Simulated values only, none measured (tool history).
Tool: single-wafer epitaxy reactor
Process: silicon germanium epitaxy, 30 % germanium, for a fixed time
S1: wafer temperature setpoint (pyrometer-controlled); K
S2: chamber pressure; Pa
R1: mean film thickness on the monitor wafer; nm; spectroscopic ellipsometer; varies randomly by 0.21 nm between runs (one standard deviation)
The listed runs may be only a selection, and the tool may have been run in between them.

run    day      S1    S2      R1
  1  0.000  873.15  1920  54.475
  2  0.200  873.15  2040  56.004
  3  0.279  877.15  2040  60.049
  4  0.408  871.15  2040  53.900
  5  0.596  871.15  1840  52.123
  6  0.671  862.15  1840  44.116
  7  0.758  869.15  1853  50.192
  8  1.021  875.15  1853  55.872
  9  1.342  879.15  1853  59.957
 10  1.504  882.15  1853  63.345
 11  1.704  884.15  1853  65.318

Run 12 has not been measured yet. What should we expect?
 12  2.067  886.15  1853   ?

R1: 67.821 nm

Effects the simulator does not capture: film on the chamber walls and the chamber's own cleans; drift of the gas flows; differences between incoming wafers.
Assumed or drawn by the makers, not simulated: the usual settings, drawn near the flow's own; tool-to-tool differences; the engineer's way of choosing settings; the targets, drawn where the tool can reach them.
